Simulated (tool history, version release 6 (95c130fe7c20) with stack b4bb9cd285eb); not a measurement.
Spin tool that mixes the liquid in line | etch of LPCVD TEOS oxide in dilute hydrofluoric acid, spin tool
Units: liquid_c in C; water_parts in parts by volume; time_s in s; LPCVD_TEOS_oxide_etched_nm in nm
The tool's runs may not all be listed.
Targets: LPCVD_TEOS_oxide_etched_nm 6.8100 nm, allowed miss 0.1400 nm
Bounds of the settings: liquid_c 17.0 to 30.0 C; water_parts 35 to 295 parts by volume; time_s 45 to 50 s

run	day	liquid_c	water_parts	time_s	LPCVD_TEOS_oxide_etched_nm
1	0.000	22.0	165	45	9.0666
2	0.029	21.5	165	45	8.9018
3	0.221	24.5	165	45	9.8875
4	0.267	24.5	165	45	10.0620
# day 0.592: hydrofluoric acid flow meter replaced
5	0.592	23.5	165	45	8.6193
6	0.721	23.5	165	50	9.5161
7	0.962	23.0	165	50	9.4599
8	1.317	22.5	165	50	9.2704
9	1.338	18.5	180	50	7.1473
10	1.650	18.0	180	50	6.9900

5 next moves are on the table. One of them brings every result within its allowed miss. Which?
A	1.962	18.5	180	50	?
B	1.962	18.5	175	50	?
C	1.962	19.0	165	45	?
D	1.962	20.0	180	45	?
E	1.962	21.5	195	50	?

move	LPCVD_TEOS_oxide_etched_nm
A	7.0909
B	7.3290
C	7.2073
D	6.7702
E	7.2467
A: further off than the last run
B: further off than the last run
C: further off than the last run
D: meets every target
E: further off than the last run
Answer: D
